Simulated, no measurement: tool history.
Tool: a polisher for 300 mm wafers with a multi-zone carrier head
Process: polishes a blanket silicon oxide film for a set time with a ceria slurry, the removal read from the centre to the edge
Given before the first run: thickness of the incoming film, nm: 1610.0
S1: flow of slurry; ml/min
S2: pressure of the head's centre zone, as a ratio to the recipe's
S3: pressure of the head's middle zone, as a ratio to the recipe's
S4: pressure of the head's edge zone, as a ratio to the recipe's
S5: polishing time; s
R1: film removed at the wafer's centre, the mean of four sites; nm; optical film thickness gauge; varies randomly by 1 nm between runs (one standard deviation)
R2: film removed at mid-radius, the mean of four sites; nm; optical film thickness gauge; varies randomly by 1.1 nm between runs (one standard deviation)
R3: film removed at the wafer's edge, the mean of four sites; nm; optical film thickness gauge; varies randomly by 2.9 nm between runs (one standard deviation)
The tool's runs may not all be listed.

run,hour,S1,S2,S3,S4,S5,R1,R2,R3
1,0,300,1,1,1,62,214.33,213.69,216.96
2,2.4,285,0.94,0.98,1,61,198.42,205.25,213.37
3,6.3,270,0.9,0.98,1.01,59,183.61,195.24,204.72
4,13.5,260,0.87,0.98,1.03,58,171.07,191.33,200.66
5,19.4,260,0.87,0.98,1.09,58,171.51,191.4,209.35
6,22.8,260,0.87,0.98,1.09,73,217.62,240.94,266.09

Predict the results of run 7:
# hour 23.4: worn pad replaced by a new one
7,23.4,250,0.85,0.97,1.07,68,?,?,?

For run 7 the tool returned R1 216.7 nm, R2 244.5 nm, R3 263.47 nm.
